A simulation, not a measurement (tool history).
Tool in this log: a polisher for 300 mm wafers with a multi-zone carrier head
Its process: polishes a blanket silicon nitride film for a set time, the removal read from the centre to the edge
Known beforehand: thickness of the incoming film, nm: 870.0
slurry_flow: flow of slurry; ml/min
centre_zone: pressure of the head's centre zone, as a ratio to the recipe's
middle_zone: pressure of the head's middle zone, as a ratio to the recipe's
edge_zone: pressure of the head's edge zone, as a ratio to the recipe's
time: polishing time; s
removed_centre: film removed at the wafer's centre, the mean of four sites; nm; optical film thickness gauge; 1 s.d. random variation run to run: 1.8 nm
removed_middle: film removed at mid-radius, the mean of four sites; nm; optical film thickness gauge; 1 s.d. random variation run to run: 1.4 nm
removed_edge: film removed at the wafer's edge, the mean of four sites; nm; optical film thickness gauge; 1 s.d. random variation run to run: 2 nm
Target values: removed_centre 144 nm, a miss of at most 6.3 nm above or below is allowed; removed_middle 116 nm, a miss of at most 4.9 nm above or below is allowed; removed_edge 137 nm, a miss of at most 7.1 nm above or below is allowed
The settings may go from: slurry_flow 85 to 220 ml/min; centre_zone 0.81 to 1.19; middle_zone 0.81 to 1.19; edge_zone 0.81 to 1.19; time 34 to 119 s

run	day	slurry_flow	centre_zone	middle_zone	edge_zone	time	removed_centre	removed_middle	removed_edge
1	0	140	1	1	1	76	81.32	85.569	87.861
2	0.167	150	1.04	0.98	1.03	82	95.125	91.169	96.113
3	0.246	150	1.07	0.98	1.03	82	96.87	89.331	94.395
4	0.433	155	1.08	0.96	1.06	88	105.98	97.201	103.73
5	0.758	160	1.09	0.93	1.08	93	114.7	100.33	111.31
6	1.054	165	1.1	0.92	1.1	96	118.98	101.41	118.92
7	1.267	170	1.12	0.93	1.11	98	123.24	105.61	121.65
8	1.567	175	1.13	0.93	1.11	100	130.45	109.33	124.8

5 candidate next runs follow, results not yet known. Just one meets every target within its allowed miss. Identify it.
A	1.867	170	1.01	0.84	1.19	101	?	?	?
B	1.867	180	1.05	0.81	0.94	117	?	?	?
C	1.867	175	1.1	0.97	1.06	112	?	?	?
D	1.867	215	1.12	1.11	0.99	98	?	?	?
E	1.867	170	1.13	1.11	1.04	101	?	?	?

move	removed_centre	removed_middle	removed_edge
A	117.39	100.26	129.7
B	143.32	114.12	134.84
C	142.99	126.02	135.93
D	133.42	128.69	118.13
E	131.69	126.63	120.67
A: its largest miss is bigger than the last run's
B: all results in spec
C: brings the last run's worst result on target, with another outside its allowed miss
D: its largest miss is bigger than the last run's
E: its largest miss is bigger than the last run's
So the answer is move B, the one that meets all the targets.
